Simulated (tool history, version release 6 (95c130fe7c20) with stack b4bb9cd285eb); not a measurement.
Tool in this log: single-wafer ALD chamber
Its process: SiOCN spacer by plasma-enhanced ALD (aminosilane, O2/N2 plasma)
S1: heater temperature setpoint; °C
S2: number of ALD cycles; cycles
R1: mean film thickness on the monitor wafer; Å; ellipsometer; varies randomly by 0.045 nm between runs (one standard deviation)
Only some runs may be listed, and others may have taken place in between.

{"run": 1, "hour": 0.0, "S1": 420, "S2": 114, "R1": 62.137}
{"run": 2, "hour": 2.6, "S1": 420, "S2": 128, "R1": 69.843}
{"run": 3, "hour": 3.7, "S1": 420, "S2": 123, "R1": 66.758}
{"run": 4, "hour": 10.1, "S1": 420, "S2": 115, "R1": 63.065}
{"run": 5, "hour": 17.9, "S1": 420, "S2": 100, "R1": 54.208}
{"run": 6, "hour": 24.9, "S1": 420, "S2": 85, "R1": 46.397}

The next listed run, before its measurement:
{"run": 7, "hour": 28.2, "S1": 419, "S2": 91, "R1": "?"}

R1: 49.626 Å
